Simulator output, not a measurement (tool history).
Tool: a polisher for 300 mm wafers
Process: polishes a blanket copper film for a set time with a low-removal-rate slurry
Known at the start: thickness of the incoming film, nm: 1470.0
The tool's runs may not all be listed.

run	hour	flow of slurry (ml/min)	pressure of the wafer on the pad (kPa)	speed of the pad under the wafer (cm/s)	abrasive content of the slurry	polishing time (s)	film removed (angstrom)
1	0.0	185	15.9	118	1.00	53	1589.2
2	8.3	185	15.9	118	1.15	53	1618.0
3	11.1	185	19.3	118	1.15	53	1853.2
4	13.5	185	17.9	116	1.15	53	1741.8
5	16.6	185	17.9	116	1.05	53	1707.7
6	22.7	185	16.5	116	1.05	53	1616.6
7	24.5	185	15.2	116	1.05	53	1520.2
8	25.1	185	14.5	116	1.05	53	1495.0
9	34.1	185	13.8	116	1.05	53	1486.3
10	36.9	185	13.1	116	1.05	53	1377.1

Run 11 comes next. What will it give?
11	42.9	185	13.1	116	1.05	53	?

{"run 11": {"film removed (angstrom)": 1423.5}}
